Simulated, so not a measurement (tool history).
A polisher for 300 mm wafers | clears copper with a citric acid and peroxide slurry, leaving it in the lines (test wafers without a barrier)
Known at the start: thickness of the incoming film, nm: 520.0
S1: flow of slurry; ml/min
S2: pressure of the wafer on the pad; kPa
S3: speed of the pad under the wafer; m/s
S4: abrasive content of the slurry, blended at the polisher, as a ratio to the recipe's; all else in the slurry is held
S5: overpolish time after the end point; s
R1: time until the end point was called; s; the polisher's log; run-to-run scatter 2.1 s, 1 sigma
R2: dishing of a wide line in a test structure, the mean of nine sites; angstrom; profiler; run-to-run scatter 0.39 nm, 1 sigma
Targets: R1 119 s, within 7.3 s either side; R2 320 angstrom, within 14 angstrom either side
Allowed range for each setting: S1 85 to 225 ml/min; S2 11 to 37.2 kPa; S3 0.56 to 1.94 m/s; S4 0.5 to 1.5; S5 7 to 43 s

run    day   S1    S2    S3  S4  S5      R1      R2
  1      0  145  24.1  1.24   1  22  159.25  376.36
  2  0.242  145  26.2  1.26   1  18  149.05  365.63
  3  0.458  145  26.2  1.26   1  14  143.46  318.37
  4  0.508  145  26.2  1.26   1  20  147.91   382.2
  5  0.804  150  26.9   1.3   1  17  139.99  367.09
  6  0.838  150  32.4   1.3   1  17  116.22  398.23
  7  0.954  155  32.4  1.28   1   7  113.44  231.17
  8  1.262  150  31.7  1.32   1   9  118.62  271.53
  9  1.383  140  32.4  1.34   1   9  111.51  278.57
 10  1.688  135  31.7  1.36   1  10  114.24  292.07

Consider the 4 candidate settings below. Which is the only one whose results all fall within their allowed miss of target?
  A  1.992  135  29.6   1.4  0.95  12   ?   ?
  B  1.992  130  33.1  1.28     1  10   ?   ?
  C  1.992  135  31.7  1.46     1   9   ?   ?
  D  1.992  120  31.7  1.52   1.1  10   ?   ?

move      R1      R2
   A  122.79   320.9
   B  119.75   290.8
   C  108.87  288.27
   D  103.92   318.6
A: in spec on every target
B: neither nearer nor further off than the last run
C: moves away from the targets compared with the last run
D: meets the target for the result that was furthest off, but another lies outside its allowed miss
The move that meets every target is A.
